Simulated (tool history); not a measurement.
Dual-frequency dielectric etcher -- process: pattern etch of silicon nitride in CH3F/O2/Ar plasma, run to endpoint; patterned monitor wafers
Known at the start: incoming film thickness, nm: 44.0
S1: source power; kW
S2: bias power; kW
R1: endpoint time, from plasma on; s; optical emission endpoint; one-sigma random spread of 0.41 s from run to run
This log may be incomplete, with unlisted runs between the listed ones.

run  hour     S1     S2      R1
  1   0.0  0.410  0.092  55.096
  2   6.4  0.360  0.082  63.367
  3  10.6  0.360  0.073  66.967
  4  18.0  0.390  0.073  64.016
  5  26.7  0.390  0.085  59.761
  6  31.4  0.350  0.084  62.921
  7  35.2  0.320  0.082  66.978
  8  36.4  0.310  0.081  69.366
  9  39.2  0.300  0.081  70.589

Estimate the outcome of run 10 from the log above:
 10  40.3  0.300  0.081   ?

Run 10 yielded R1 70.434 s.

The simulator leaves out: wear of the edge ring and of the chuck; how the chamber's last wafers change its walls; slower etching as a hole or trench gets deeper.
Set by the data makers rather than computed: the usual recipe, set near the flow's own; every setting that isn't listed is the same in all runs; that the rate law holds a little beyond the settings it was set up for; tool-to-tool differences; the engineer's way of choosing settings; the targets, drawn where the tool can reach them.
